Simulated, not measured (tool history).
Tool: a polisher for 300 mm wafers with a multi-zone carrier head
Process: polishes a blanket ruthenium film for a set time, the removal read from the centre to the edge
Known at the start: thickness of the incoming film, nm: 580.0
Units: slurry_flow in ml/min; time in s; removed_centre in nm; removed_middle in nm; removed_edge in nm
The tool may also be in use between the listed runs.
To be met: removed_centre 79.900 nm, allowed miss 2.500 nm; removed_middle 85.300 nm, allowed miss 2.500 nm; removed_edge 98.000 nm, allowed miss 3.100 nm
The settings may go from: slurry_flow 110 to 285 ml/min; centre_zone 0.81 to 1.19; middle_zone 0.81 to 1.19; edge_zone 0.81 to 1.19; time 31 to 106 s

run  hour  slurry_flow  centre_zone  middle_zone  edge_zone  time  removed_centre  removed_middle  removed_edge
  1   0.0          180         1.00         1.00       1.00    68          91.194          88.446        89.064
  2   8.9          170         0.98         0.99       1.03    69          90.323          89.802        90.702
  3  11.3          165         0.95         0.96       1.06    70          90.080          88.074        93.358
  4  18.7          155         0.92         0.95       1.08    70          83.315          85.953        94.968
  5  26.7          155         0.92         0.95       1.03    70          84.165          86.968        92.446
  6  30.4          150         0.91         0.94       1.05    70          82.781          86.488        92.805
  7  36.1          150         0.90         0.94       1.07    70          83.383          84.987        94.806
  8  38.0          150         0.89         0.94       1.08    70          81.248          85.599        93.454
  9  43.9          145         0.88         0.94       1.09    70          80.835          85.554        93.177

5 next moves are on the table. One of them brings every result within its allowed miss. Which?
  A  49.8          125         0.91         0.97       1.08    69               ?               ?             ?
  B  49.8          175         0.83         0.89       1.11    72               ?               ?             ?
  C  49.8          160         0.92         1.02       1.01    66               ?               ?             ?
  D  49.8          140         0.92         1.09       1.05    67               ?               ?             ?
  E  49.8          115         0.94         1.05       1.11    66               ?               ?             ?

move  removed_centre  removed_middle  removed_edge
   A          80.156          85.356        92.032
   B          79.333          85.956       100.040
   C          79.909          87.475        86.758
   D          79.866          92.628        88.759
   E          78.447          86.491        88.583
A: further off than the last run
B: meets every target
C: further off than the last run
D: further off than the last run
E: further off than the last run
Move B is the one to make.

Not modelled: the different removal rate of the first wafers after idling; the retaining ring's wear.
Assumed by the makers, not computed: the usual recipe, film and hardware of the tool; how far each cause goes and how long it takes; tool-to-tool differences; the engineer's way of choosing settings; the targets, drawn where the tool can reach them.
